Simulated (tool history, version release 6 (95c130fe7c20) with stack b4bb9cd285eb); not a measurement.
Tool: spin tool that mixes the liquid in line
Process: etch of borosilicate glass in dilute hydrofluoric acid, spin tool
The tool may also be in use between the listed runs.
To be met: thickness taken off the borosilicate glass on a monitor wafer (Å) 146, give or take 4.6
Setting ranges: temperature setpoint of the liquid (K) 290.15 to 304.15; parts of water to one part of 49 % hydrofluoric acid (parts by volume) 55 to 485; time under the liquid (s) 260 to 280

run  hour  temperature setpoint of the liquid (K)  parts of water to one part of 49 % hydrofluoric acid (parts by volume)  time under the liquid (s)  thickness taken off the borosilicate glass on a monitor wafer (Å)
  1     0                                  296.15                                                                     270                        260                                                             265.59
  2     8                                  294.65                                                                     270                        260                                                             251.87
  3  12.7                                  294.15                                                                     285                        260                                                             228.99
  4  14.4                                  294.15                                                                     210                        260                                                             339.06
  5  17.4                                  294.15                                                                     210                        260                                                             338.28
  6  18.3                                  293.65                                                                     230                        260                                                             295.83
  7  24.1                                  293.15                                                                     250                        260                                                             261.86
  8  31.9                                  292.65                                                                     265                        260                                                             235.84
  9  36.3                                  292.65                                                                     265                        260                                                             236.52
 10  37.8                                  292.15                                                                     275                        260                                                             221.41
 11  38.7                                  291.65                                                                     285                        260                                                             207.46
 12  46.4                                  291.65                                                                     295                        260                                                             201.68

Next run, 5 choices. One meets every target within its allowed miss, the rest don't. Which?
  A  54.1                                  293.65                                                                     230                        260                                                                  ?
  B  54.1                                  292.65                                                                     285                        280                                                                  ?
  C  54.1                                  290.65                                                                     210                        280                                                                  ?
  D  54.1                                  290.65                                                                     245                        275                                                                  ?
  E  54.1                                  290.15                                                                     360                        260                                                                  ?

move  thickness taken off the borosilicate glass on a monitor wafer (Å)
   A                                                             294.11
   B                                                             233.98
   C                                                             314.83
   D                                                              256.8
   E                                                             147.23
A: its largest miss is bigger than the last run's
B: its largest miss is bigger than the last run's
C: its largest miss is bigger than the last run's
D: its largest miss is bigger than the last run's
E: every result lands within tolerance
E is the move that brings every result within its allowed miss.
